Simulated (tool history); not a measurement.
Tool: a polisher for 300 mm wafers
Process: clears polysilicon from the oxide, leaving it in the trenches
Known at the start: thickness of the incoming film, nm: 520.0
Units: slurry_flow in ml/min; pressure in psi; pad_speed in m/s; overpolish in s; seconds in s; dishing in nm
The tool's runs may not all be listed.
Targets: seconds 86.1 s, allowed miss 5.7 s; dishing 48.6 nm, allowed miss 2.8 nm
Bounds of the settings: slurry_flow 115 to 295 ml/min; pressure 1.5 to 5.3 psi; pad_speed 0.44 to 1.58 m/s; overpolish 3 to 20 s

{"run": 1, "hour": 0.0, "slurry_flow": 190, "pressure": 3.4, "pad_speed": 1, "overpolish": 10, "seconds": 35.83, "dishing": 54.639}
{"run": 2, "hour": 8.9, "slurry_flow": 190, "pressure": 2.9, "pad_speed": 1, "overpolish": 10, "seconds": 42.152, "dishing": 55.45}
{"run": 3, "hour": 16.7, "slurry_flow": 190, "pressure": 2.6, "pad_speed": 0.92, "overpolish": 9, "seconds": 49.779, "dishing": 50.412}
{"run": 4, "hour": 18.3, "slurry_flow": 190, "pressure": 2.6, "pad_speed": 0.92, "overpolish": 6, "seconds": 49.47, "dishing": 42.35}
{"run": 5, "hour": 21.3, "slurry_flow": 190, "pressure": 1.9, "pad_speed": 0.92, "overpolish": 6, "seconds": 65.724, "dishing": 35.171}
{"run": 6, "hour": 28.4, "slurry_flow": 225, "pressure": 1.9, "pad_speed": 0.92, "overpolish": 6, "seconds": 65.305, "dishing": 35.274}
{"run": 7, "hour": 36.9, "slurry_flow": 220, "pressure": 1.9, "pad_speed": 0.86, "overpolish": 8, "seconds": 68.482, "dishing": 39.822}
{"run": 8, "hour": 41.3, "slurry_flow": 220, "pressure": 1.8, "pad_speed": 0.82, "overpolish": 9, "seconds": 71.872, "dishing": 42.965}
{"run": 9, "hour": 42.8, "slurry_flow": 220, "pressure": 1.7, "pad_speed": 0.78, "overpolish": 10, "seconds": 81.406, "dishing": 42.816}
{"run": 10, "hour": 51.0, "slurry_flow": 220, "pressure": 1.7, "pad_speed": 0.78, "overpolish": 10, "seconds": 79.232, "dishing": 42.074}
{"run": 11, "hour": 58.0, "slurry_flow": 220, "pressure": 1.7, "pad_speed": 0.76, "overpolish": 11, "seconds": 81.226, "dishing": 43.448}
{"run": 12, "hour": 60.2, "slurry_flow": 220, "pressure": 1.7, "pad_speed": 0.74, "overpolish": 12, "seconds": 79.875, "dishing": 45.66}
{"run": 13, "hour": 61.9, "slurry_flow": 220, "pressure": 1.7, "pad_speed": 0.72, "overpolish": 12, "seconds": 85.021, "dishing": 44.338}

Which of these 4 next moves meets every target?
{"run": "A", "hour": 63.6, "slurry_flow": 195, "pressure": 1.7, "pad_speed": 0.88, "overpolish": 13, "seconds": "?", "dishing": "?"}
{"run": "B", "hour": 63.6, "slurry_flow": 145, "pressure": 2.4, "pad_speed": 0.6, "overpolish": 20, "seconds": "?", "dishing": "?"}
{"run": "C", "hour": 63.6, "slurry_flow": 200, "pressure": 1.9, "pad_speed": 0.74, "overpolish": 13, "seconds": "?", "dishing": "?"}
{"run": "D", "hour": 63.6, "slurry_flow": 240, "pressure": 1.7, "pad_speed": 0.68, "overpolish": 14, "seconds": "?", "dishing": "?"}

move=A seconds=75.162 dishing=48.107
move=B seconds=68.741 dishing=55.587
move=C seconds=74.179 dishing=48.348
move=D seconds=84.376 dishing=47.33
A: brings the result that was furthest off to its target, and leaves another outside
B: takes the result that was furthest off past its target
C: brings the result that was furthest off to its target, and leaves another outside
D: meets every target
The right move is D.
